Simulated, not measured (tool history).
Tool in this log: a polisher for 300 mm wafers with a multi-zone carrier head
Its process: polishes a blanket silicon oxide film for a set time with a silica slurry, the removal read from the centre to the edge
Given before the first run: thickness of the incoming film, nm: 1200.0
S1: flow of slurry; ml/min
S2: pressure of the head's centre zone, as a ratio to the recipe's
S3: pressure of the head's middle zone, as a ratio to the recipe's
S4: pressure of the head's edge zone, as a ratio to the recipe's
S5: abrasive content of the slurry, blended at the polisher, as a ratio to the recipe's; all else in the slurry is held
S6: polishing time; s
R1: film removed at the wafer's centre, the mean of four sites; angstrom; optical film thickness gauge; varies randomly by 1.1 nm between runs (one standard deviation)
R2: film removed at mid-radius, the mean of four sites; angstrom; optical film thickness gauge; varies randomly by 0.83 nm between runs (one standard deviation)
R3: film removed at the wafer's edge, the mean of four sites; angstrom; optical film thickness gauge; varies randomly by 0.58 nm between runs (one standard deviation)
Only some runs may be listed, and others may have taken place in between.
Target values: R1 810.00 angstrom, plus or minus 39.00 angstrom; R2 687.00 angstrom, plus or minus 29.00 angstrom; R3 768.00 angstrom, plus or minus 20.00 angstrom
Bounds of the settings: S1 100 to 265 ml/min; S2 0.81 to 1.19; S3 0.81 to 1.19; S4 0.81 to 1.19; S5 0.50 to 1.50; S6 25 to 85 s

run	hour	S1	S2	S3	S4	S5	S6	R1	R2	R3
1	0.0	170	1.00	1.00	1.00	1.00	55	1193.60	1193.40	1250.60
2	6.0	165	1.01	0.97	0.97	0.90	53	1128.90	1069.80	1121.20
3	9.5	155	1.00	0.94	0.95	0.80	52	1019.00	972.49	1031.80
4	14.6	150	1.01	0.91	0.93	0.75	51	987.07	902.96	964.98
5	21.4	145	1.01	0.89	0.92	0.70	50	918.65	826.45	912.82
6	28.9	140	1.01	0.88	0.90	0.65	50	881.73	797.43	884.81
7	30.7	130	1.07	0.84	0.83	0.50	47	779.41	626.74	699.11
8	39.3	140	1.06	0.84	0.84	0.50	47	786.98	640.37	710.76
9	46.2	140	1.06	0.84	0.84	0.50	47	759.72	645.74	714.21
10	47.3	145	1.07	0.84	0.86	0.50	47	797.66	648.97	710.77
11	52.2	145	1.06	0.84	0.88	0.50	47	774.43	639.93	715.76

Next run, 4 choices. One meets every target within its allowed miss, the rest don't. Which?
A	57.1	175	0.99	0.86	0.94	0.50	47	?	?	?
B	57.1	145	1.02	0.83	0.84	0.50	51	?	?	?
C	57.1	125	1.07	0.97	0.81	0.65	40	?	?	?
D	57.1	120	1.13	0.95	0.87	0.50	43	?	?	?

move	R1	R2	R3
A	744.95	670.85	751.01
B	811.67	690.98	766.71
C	740.31	684.28	660.51
D	738.64	635.33	642.96
A: the furthest-off result lands on target, but another misses its tolerance
B: every result within its allowed miss
C: misses by more than the last run did
D: misses by more than the last run did
B is the move that brings every result within its allowed miss.
